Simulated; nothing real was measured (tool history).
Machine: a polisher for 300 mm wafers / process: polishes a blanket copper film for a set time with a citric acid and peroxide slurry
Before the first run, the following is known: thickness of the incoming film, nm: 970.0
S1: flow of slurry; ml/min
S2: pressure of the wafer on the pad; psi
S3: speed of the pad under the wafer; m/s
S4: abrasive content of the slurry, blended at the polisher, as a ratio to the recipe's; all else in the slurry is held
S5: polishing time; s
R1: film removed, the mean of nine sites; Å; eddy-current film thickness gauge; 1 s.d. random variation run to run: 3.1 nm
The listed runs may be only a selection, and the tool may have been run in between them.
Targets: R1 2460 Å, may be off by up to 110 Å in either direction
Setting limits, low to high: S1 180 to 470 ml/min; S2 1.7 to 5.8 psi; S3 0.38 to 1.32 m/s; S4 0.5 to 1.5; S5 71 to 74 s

run  hour   S1   S2    S3  S4  S5      R1
  1     0  300  3.7  0.84   1  71  1339.2
  2   1.7  345  3.7  0.84   1  71  1348.2
  3   8.5  345  3.7  0.84   1  74  1398.5
  4  15.7  345  4.3  0.86   1  74  1665.3
  5  17.2  345  4.3  0.86   1  71  1590.2
  6  23.8  345  4.7  0.88   1  71  1772.2
  7  25.6  345    5   0.9   1  71  1940.3
  8  33.9  345  5.2  0.92   1  71  2055.9
  9  34.5  345  5.4  0.94   1  71  2136.1
 10  42.7  345  5.5  0.96   1  71  2302.3
 11  43.6  345  5.5  0.96   1  71  2234.4

Consider the 4 candidate settings below. Which is the only one whose results all fall within their allowed miss of target?
  A  44.5  345  5.8  0.94     1  74   ?
  B  44.5  290  5.7  1.12  1.15  72   ?
  C  44.5  345  5.6  0.88  1.05  72   ?
  D  44.5  350    5  0.92  1.15  71   ?

move      R1
   A  2402.2
   B  2782.5
   C    2148
   D  2028.9
A: each result inside its tolerance
B: moves the result that the last run missed by most past its target, out the other side
C: the biggest miss grows against the last run
D: the biggest miss grows against the last run
So the answer is move A, the one that meets all the targets.
